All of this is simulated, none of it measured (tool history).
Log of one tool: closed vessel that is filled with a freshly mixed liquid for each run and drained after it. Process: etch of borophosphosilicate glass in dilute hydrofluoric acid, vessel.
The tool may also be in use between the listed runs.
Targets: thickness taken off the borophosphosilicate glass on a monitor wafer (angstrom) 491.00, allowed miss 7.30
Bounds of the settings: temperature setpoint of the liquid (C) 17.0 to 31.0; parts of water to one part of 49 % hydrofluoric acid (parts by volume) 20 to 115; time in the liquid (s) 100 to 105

run    day  temperature setpoint of the liquid (C)  parts of water to one part of 49 % hydrofluoric acid (parts by volume)  time in the liquid (s)  thickness taken off the borophosphosilicate glass on a monitor wafer (angstrom)
  1  0.000                                    23.0                                                                      65                     100                                                                           400.38
  2  0.083                                    20.0                                                                      65                     100                                                                           354.52
  3  0.200                                    21.0                                                                      65                     100                                                                           368.90
  4  0.317                                    24.0                                                                      65                     100                                                                           414.23
  5  0.658                                    24.5                                                                      65                     100                                                                           427.40
  6  1.038                                    24.5                                                                      50                     100                                                                           565.53
  7  1.117                                    24.0                                                                      50                     100                                                                           551.82
  8  1.150                                    23.5                                                                      50                     100                                                                           543.23
  9  1.254                                    22.0                                                                      50                     100                                                                           510.30

Which of these 4 next moves meets every target?
  A  1.358                                    23.0                                                                      55                     105                                                                                ?
  B  1.358                                    21.0                                                                      50                     105                                                                                ?
  C  1.358                                    25.0                                                                      60                     100                                                                                ?
  D  1.358                                    18.5                                                                      45                     100                                                                                ?

move  thickness taken off the borophosphosilicate glass on a monitor wafer (angstrom)
   A                                                                           506.07
   B                                                                           515.33
   C                                                                           476.34
   D                                                                           493.13
A: nearer than the last run, and not there yet
B: further off than the last run
C: takes the result that was furthest off past its target
D: meets every target
The right move is D.

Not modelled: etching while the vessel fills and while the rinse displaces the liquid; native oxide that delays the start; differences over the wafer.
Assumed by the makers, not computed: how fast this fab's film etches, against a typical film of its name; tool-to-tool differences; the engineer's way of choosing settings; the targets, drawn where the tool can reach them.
